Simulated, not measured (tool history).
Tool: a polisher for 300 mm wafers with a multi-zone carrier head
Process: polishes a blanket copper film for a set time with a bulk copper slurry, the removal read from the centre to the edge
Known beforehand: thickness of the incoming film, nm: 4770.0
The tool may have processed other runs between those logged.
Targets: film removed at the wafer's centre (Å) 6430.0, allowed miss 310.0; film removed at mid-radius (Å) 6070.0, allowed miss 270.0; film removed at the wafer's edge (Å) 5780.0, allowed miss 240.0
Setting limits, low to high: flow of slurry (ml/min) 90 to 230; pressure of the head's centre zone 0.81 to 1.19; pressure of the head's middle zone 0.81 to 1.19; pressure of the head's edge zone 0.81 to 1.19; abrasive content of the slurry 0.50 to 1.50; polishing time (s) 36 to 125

run  hour  flow of slurry (ml/min)  pressure of the head's centre zone  pressure of the head's middle zone  pressure of the head's edge zone  abrasive content of the slurry  polishing time (s)  film removed at the wafer's centre (Å)  film removed at mid-radius (Å)  film removed at the wafer's edge (Å)
  1   0.0                      150                                1.00                                1.00                              1.00                            1.00                  80                                 12612.0                         12678.0                               13068.0
  2   6.0                      150                                1.00                                1.00                              1.00                            1.10                  80                                 12907.0                         12958.0                               13623.0
  3  12.3                      150                                1.00                                0.92                              1.00                            1.10                  80                                 13058.0                         12005.0                               13482.0
  4  18.5                      140                                1.01                                0.93                              0.94                            0.90                  65                                  9930.6                          9101.7                               10161.0
  5  24.7                      140                                1.06                                0.93                              0.94                            0.90                  65                                 10251.0                          9371.3                                9966.8
  6  30.2                      135                                1.08                                0.95                              0.91                            0.75                  55                                  8380.2                          7497.2                                7789.1
     35.7  -- edge zone pressure recalibrated
  7  35.7                      115                                1.06                                1.02                              0.81                            0.50                  47                                  6026.8                          5990.2                                5262.6
  8  42.9                      140                                1.06                                0.96                              0.87                            0.50                  46                                  6153.2                          5504.9                                5547.0
  9  51.1                      140                                1.06                                0.96                              0.87                            0.50                  46                                  6157.0                          5506.1                                5503.3
 10  58.5                      140                                1.07                                0.98                              0.88                            0.50                  46                                  6163.0                          5741.6                                5496.9
 11  65.4                      140                                1.08                                0.98                              0.89                            0.50                  46                                  6391.3                          5892.1                                5630.9

Of the 5 settings listed for the next run, only one would bring every result within its allowed miss of target. Which one?
  A  72.3                      125                                1.01                                0.93                              0.81                            0.50                  51                                       ?                               ?                                     ?
  B  72.3                      165                                1.16                                1.06                              0.86                            0.50                  44                                       ?                               ?                                     ?
  C  72.3                      100                                1.13                                0.93                              0.94                            0.60                  47                                       ?                               ?                                     ?
  D  72.3                      155                                1.11                                1.06                              0.81                            0.50                  45                                       ?                               ?                                     ?
  E  72.3                      150                                1.02                                0.89                              0.92                            0.50                  48                                       ?                               ?                                     ?

move  film removed at the wafer's centre (Å)  film removed at mid-radius (Å)  film removed at the wafer's edge (Å)
   A                                  6424.2                          5941.9                                5907.7
   B                                  6676.0                          5999.9                                5405.9
   C                                  6602.9                          5522.6                                5960.2
   D                                  6475.1                          6077.3                                5345.7
   E                                  6329.3                          5568.4                                6028.4
A: hits every target within its allowed miss
B: brings the result that was furthest off to its target, and leaves another outside
C: lands further from the targets than the last run did
D: brings the result that was furthest off to its target, and leaves another outside
E: lands further from the targets than the last run did
Correct choice: A, which meets every target
